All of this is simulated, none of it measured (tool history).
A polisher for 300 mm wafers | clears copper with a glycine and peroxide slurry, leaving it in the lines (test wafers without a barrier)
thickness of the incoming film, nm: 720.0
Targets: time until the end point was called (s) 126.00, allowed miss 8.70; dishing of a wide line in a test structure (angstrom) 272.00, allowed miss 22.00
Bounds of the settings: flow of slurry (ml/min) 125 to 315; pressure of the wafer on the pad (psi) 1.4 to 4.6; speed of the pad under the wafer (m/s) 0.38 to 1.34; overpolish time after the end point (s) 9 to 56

run    day  flow of slurry (ml/min)  pressure of the wafer on the pad (psi)  speed of the pad under the wafer (m/s)  overpolish time after the end point (s)  time until the end point was called (s)  dishing of a wide line in a test structure (angstrom)
  1  0.000                      205                                     3.0                                    0.86                                       29                                   174.94                                                 279.98
  2  0.217                      205                                     3.0                                    0.86                                       33                                   169.15                                                 282.53
  3  0.362                      205                                     3.0                                    0.86                                       23                                   175.90                                                 292.61
  4  0.721                      205                                     2.6                                    0.86                                       23                                   187.93                                                 295.46
  5  1.000                      205                                     2.6                                    0.86                                       17                                   192.05                                                 263.74
  6  1.271                      205                                     2.6                                    0.94                                       17                                   181.45                                                 263.87
  7  1.321                      205                                     2.8                                    0.94                                       18                                   164.90                                                 262.91
  8  1.588                      205                                     2.9                                    0.94                                       19                                   157.69                                                 277.46
  9  1.842                      205                                     2.9                                    0.96                                       18                                   155.16                                                 275.85
 10  2.204                      205                                     2.9                                    0.96                                       18                                   156.60                                                 260.35
 11  2.521                      205                                     2.9                                    0.96                                       18                                   161.16                                                 274.93
 12  2.875                      205                                     3.0                                    0.98                                       17                                   149.45                                                 266.69
 13  3.242                      205                                     3.1                                    0.98                                       17                                   150.40                                                 260.60
 14  3.346                      205                                     3.2                                    0.98                                       19                                   139.44                                                 279.95
 15  3.517                      205                                     3.2                                    1.00                                       19                                   146.04                                                 267.79

5 next moves are on the table. One of them brings every result within its allowed miss. Which?
  A  3.688                      210                                     3.1                                    0.76                                       21                                        ?                                                      ?
  B  3.688                      205                                     3.0                                    0.82                                       22                                        ?                                                      ?
  C  3.688                      180                                     3.2                                    1.14                                       25                                        ?                                                      ?
  D  3.688                      270                                     2.5                                    1.10                                       46                                        ?                                                      ?
  E  3.688                      225                                     3.3                                    0.74                                       22                                        ?                                                      ?

move  time until the end point was called (s)  dishing of a wide line in a test structure (angstrom)
   A                                   180.46                                                 278.57
   B                                   174.94                                                 280.73
   C                                   128.55                                                 280.50
   D                                   154.62                                                 289.59
   E                                   173.75                                                 282.45
A: further off than the last run
B: further off than the last run
C: meets every target
D: further off than the last run
E: further off than the last run
Answer: C
